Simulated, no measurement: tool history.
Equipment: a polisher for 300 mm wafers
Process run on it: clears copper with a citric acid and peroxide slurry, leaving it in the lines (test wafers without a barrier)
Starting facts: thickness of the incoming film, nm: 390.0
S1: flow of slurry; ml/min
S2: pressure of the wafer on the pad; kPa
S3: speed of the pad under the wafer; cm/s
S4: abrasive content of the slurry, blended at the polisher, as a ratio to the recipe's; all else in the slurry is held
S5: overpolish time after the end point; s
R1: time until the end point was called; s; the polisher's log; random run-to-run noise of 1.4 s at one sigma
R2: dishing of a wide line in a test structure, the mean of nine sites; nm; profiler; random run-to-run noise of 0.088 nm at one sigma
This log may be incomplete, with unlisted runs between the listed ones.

run  hour   S1    S2   S3    S4  S5      R1       R2
  1   0.0  165  16.5  136  1.00   9  141.63  14.7910
  2   1.1  165  16.5  136  0.80   9  146.13  13.9630
  3   8.1  165  16.5  136  0.80   6  149.56   9.8771
  4   9.2  165  16.5  136  0.80   3  148.52   5.1188
  5  11.2  165  15.2  136  0.80   3  165.14   4.7434
  6  13.1  165  12.4  136  0.80   3  196.76   4.0035
  7  14.1  165  13.8  138  0.85   3  168.67   4.4387
  8  21.4  165  14.5  138  0.85   3  160.03   4.6076
  9  24.9  170  15.2  138  0.85   3  156.74   4.9231

Expected results for the next run?
 10  29.9  170  15.9  138  0.90   3   ?   ?

R1: 148.46 s
R2: 5.1387 nm
